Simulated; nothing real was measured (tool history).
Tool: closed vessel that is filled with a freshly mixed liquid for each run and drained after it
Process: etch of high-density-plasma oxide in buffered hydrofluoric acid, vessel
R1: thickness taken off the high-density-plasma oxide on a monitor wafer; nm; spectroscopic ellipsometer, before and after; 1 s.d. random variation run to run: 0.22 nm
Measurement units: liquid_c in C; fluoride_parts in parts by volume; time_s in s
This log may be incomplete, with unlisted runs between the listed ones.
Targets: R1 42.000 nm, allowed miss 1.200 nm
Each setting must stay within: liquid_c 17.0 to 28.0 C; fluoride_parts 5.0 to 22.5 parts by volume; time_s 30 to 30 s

Run 1, hour 0.0: liquid_c 20.0 C, fluoride_parts 13.5 parts by volume, time_s 30 s. Result: R1 23.553 nm.
Run 2, hour 7.1: liquid_c 22.0 C, fluoride_parts 13.0 parts by volume, time_s 30 s. Result: R1 27.447 nm.
Run 3, hour 14.4: liquid_c 22.0 C, fluoride_parts 13.0 parts by volume, time_s 30 s. Result: R1 27.254 nm.
Run 4, hour 20.4: liquid_c 23.5 C, fluoride_parts 12.5 parts by volume, time_s 30 s. Result: R1 30.773 nm.
Run 5, hour 21.1: liquid_c 24.5 C, fluoride_parts 12.0 parts by volume, time_s 30 s. Result: R1 33.775 nm.
Run 6, hour 25.1: liquid_c 24.5 C, fluoride_parts 8.5 parts by volume, time_s 30 s. Result: R1 45.729 nm.
Run 7, hour 32.5: liquid_c 24.0 C, fluoride_parts 8.5 parts by volume, time_s 30 s. Result: R1 44.663 nm.
Run 8, hour 35.4: liquid_c 23.5 C, fluoride_parts 8.5 parts by volume, time_s 30 s. Result: R1 43.332 nm.
At hour 37.5: thermometer replaced.
Run 9, hour 37.5: liquid_c 23.0 C, fluoride_parts 8.5 parts by volume, time_s 30 s. Result: R1 38.803 nm.
Run 10, hour 46.4: liquid_c 23.5 C, fluoride_parts 8.5 parts by volume, time_s 30 s. Result: R1 40.085 nm.

5 next moves are on the table. One of them brings every result within its allowed miss. Which?
Run A, hour 55.3: liquid_c 23.0 C, fluoride_parts 8.0 parts by volume, time_s 30 s. Result: R1 ?.
Run B, hour 55.3: liquid_c 22.5 C, fluoride_parts 8.5 parts by volume, time_s 30 s. Result: R1 ?.
Run C, hour 55.3: liquid_c 25.0 C, fluoride_parts 10.0 parts by volume, time_s 30 s. Result: R1 ?.
Run D, hour 55.3: liquid_c 24.0 C, fluoride_parts 9.0 parts by volume, time_s 30 s. Result: R1 ?.
Run E, hour 55.3: liquid_c 21.5 C, fluoride_parts 8.0 parts by volume, time_s 30 s. Result: R1 ?.

move      R1
   A  41.696
   B  37.986
   C  38.297
   D  38.757
   E  38.388
A: meets every target
B: the biggest miss grows against the last run
C: the biggest miss grows against the last run
D: the biggest miss grows against the last run
E: the biggest miss grows against the last run
A meets every target.
